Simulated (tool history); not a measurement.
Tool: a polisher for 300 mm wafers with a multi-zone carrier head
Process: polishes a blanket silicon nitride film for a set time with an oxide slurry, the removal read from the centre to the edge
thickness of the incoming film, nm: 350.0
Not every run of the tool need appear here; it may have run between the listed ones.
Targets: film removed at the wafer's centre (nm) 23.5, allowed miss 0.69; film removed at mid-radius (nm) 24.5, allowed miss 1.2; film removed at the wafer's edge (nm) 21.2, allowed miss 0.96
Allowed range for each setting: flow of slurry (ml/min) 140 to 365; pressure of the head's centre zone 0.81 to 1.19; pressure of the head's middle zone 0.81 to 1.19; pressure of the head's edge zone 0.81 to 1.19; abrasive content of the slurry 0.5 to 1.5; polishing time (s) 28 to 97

run  hour  flow of slurry (ml/min)  pressure of the head's centre zone  pressure of the head's middle zone  pressure of the head's edge zone  abrasive content of the slurry  polishing time (s)  film removed at the wafer's centre (nm)  film removed at mid-radius (nm)  film removed at the wafer's edge (nm)
  1     0                      235                                   1                                   1                                 1                               1                  62                                   35.371                           35.115                                 34.693
  2   5.4                      235                                   1                                   1                              1.07                               1                  62                                   35.385                           34.378                                 35.899
  3  12.4                      235                                   1                                   1                              1.15                               1                  62                                   35.066                           34.752                                 36.696
  4  13.4                      215                                   1                                   1                              1.15                               1                  62                                   34.923                           34.579                                 36.611
  5  14.4                      215                                   1                                   1                              1.15                               1                  55                                   31.252                           30.213                                 32.271
  6  17.6                      215                                0.91                                   1                              1.15                               1                  55                                   28.195                           29.463                                 32.504
  7  23.7                      215                                0.94                                1.03                              1.11                             0.9                  54                                   27.352                           28.773                                 29.947
  8  32.1                      215                                0.96                                1.05                              1.07                             0.8                  53                                   25.886                           27.349                                 27.101
  9  39.5                      215                                0.97                                1.06                              1.04                            0.75                  53                                    25.63                            26.57                                  25.67
 10  45.2                      210                                0.97                                1.07                              1.01                             0.7                  53                                    24.54                           25.812                                  24.72
 11  46.8                      205                                0.98                                1.08                              0.98                            0.65                  53                                   23.383                           25.606                                 24.083
 12    48                      220                                0.99                                1.09                              0.97                             0.6                  52                                   23.024                           23.858                                  21.48

Which of these 4 next moves meets every target?
  A  49.2                      260                                1.05                                1.16                              0.98                            0.65                  47                                        ?                                ?                                      ?
  B  49.2                      215                                0.94                                1.06                              0.92                             0.8                  46                                        ?                                ?                                      ?
  C  49.2                      255                                1.02                                1.17                              0.94                            0.75                  42                                        ?                                ?                                      ?
  D  49.2                      190                                   1                                1.11                              0.99                            0.55                  52                                        ?                                ?                                      ?

move  film removed at the wafer's centre (nm)  film removed at mid-radius (nm)  film removed at the wafer's edge (nm)
   A                                   23.275                           23.704                                 21.405
   B                                   21.977                           23.251                                 22.161
   C                                   21.638                           22.867                                   20.1
   D                                   21.471                           22.227                                 21.173
A: all results land within tolerance of their targets
B: lands further from the targets than the last run did
C: lands further from the targets than the last run did
D: lands further from the targets than the last run did
Correct choice: A, which meets every target

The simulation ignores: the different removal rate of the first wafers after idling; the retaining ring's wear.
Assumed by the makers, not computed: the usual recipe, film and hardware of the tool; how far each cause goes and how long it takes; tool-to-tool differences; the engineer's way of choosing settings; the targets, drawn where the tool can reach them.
